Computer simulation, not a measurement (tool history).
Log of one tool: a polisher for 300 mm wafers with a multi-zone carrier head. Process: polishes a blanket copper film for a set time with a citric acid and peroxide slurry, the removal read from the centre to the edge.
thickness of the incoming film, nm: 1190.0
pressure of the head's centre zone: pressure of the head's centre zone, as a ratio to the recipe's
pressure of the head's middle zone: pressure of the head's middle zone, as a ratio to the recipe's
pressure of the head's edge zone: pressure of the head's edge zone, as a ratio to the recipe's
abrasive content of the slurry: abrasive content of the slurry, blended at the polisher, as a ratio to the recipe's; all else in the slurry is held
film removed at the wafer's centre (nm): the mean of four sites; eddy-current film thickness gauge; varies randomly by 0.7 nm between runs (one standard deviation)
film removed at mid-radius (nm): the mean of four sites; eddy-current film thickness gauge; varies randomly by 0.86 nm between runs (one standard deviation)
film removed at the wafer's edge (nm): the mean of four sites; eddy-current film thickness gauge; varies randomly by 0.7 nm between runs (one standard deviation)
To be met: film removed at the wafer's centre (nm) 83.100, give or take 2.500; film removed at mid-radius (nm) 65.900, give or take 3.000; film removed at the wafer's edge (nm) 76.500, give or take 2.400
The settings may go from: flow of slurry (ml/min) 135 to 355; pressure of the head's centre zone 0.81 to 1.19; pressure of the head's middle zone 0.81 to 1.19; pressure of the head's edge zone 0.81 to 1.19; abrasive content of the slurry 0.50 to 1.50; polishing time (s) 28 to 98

run	hour	flow of slurry (ml/min)	pressure of the head's centre zone	pressure of the head's middle zone	pressure of the head's edge zone	abrasive content of the slurry	polishing time (s)	film removed at the wafer's centre (nm)	film removed at mid-radius (nm)	film removed at the wafer's edge (nm)
1	0.0	225	1.00	1.00	1.00	1.00	63	92.166	94.751	94.293
2	2.9	225	1.00	1.00	1.00	1.10	63	95.228	97.055	97.645
3	6.2	225	1.00	1.00	1.00	0.90	63	90.956	90.459	92.158
4	8.1	225	1.00	1.00	1.07	0.90	63	90.153	91.285	95.097
5	10.2	225	1.00	1.07	1.07	0.90	63	91.456	96.408	96.388
6	16.8	225	1.00	1.07	1.11	0.90	63	91.590	97.517	99.265
7	24.5	220	1.01	1.03	1.09	0.85	63	91.470	92.547	93.750
8	28.2	220	1.02	0.99	1.11	0.80	62	89.110	87.405	93.756

Of the 5 settings listed for the next run, only one would bring every result within its allowed miss of target. Which one?
A	31.9	220	1.09	0.89	1.10	1.10	48	?	?	?
B	31.9	150	1.12	0.96	1.08	0.80	57	?	?	?
C	31.9	235	1.16	0.91	1.12	0.70	52	?	?	?
D	31.9	255	1.09	0.95	0.99	0.85	53	?	?	?
E	31.9	215	1.19	0.88	1.06	0.65	55	?	?	?

move	film removed at the wafer's centre (nm)	film removed at mid-radius (nm)	film removed at the wafer's edge (nm)
A	79.357	65.809	77.757
B	87.068	75.068	83.133
C	83.175	65.916	77.049
D	83.762	73.225	77.639
E	88.081	66.232	77.670
A: brings the result that was furthest off to its target, and leaves another outside
B: closer than the last run, but not yet in spec
C: every result within its allowed miss
D: brings the result that was furthest off to its target, and leaves another outside
E: brings the result that was furthest off to its target, and leaves another outside
The move that meets every target is C.
